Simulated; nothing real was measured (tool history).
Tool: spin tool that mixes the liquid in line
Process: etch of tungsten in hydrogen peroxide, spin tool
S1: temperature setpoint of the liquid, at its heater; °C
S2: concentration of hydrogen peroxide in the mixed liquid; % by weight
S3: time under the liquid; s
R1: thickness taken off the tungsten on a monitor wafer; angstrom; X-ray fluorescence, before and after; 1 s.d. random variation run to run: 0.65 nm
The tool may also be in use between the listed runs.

Run 1, day 0.000: S1 58.0 °C, S2 19.5 % by weight, S3 15 s. Result: R1 504.72 angstrom.
Run 2, day 0.121: S1 60.0 °C, S2 19.5 % by weight, S3 15 s. Result: R1 565.91 angstrom.
Run 3, day 0.483: S1 60.0 °C, S2 21.5 % by weight, S3 15 s. Result: R1 590.64 angstrom.
Run 4, day 0.600: S1 61.0 °C, S2 21.5 % by weight, S3 15 s. Result: R1 627.61 angstrom.
Run 5, day 0.879: S1 61.0 °C, S2 21.5 % by weight, S3 15 s. Result: R1 631.17 angstrom.
Run 6, day 1.000: S1 61.5 °C, S2 21.5 % by weight, S3 15 s. Result: R1 640.71 angstrom.
Run 7, day 1.250: S1 61.5 °C, S2 21.5 % by weight, S3 15 s. Result: R1 654.80 angstrom.
Run 8, day 1.354: S1 62.0 °C, S2 21.5 % by weight, S3 15 s. Result: R1 662.84 angstrom.

What does the tool deliver on the next run?
Run 9, day 1.562: S1 62.5 °C, S2 21.5 % by weight, S3 15 s. Result: R1 ?.

R1: 678.77 angstrom

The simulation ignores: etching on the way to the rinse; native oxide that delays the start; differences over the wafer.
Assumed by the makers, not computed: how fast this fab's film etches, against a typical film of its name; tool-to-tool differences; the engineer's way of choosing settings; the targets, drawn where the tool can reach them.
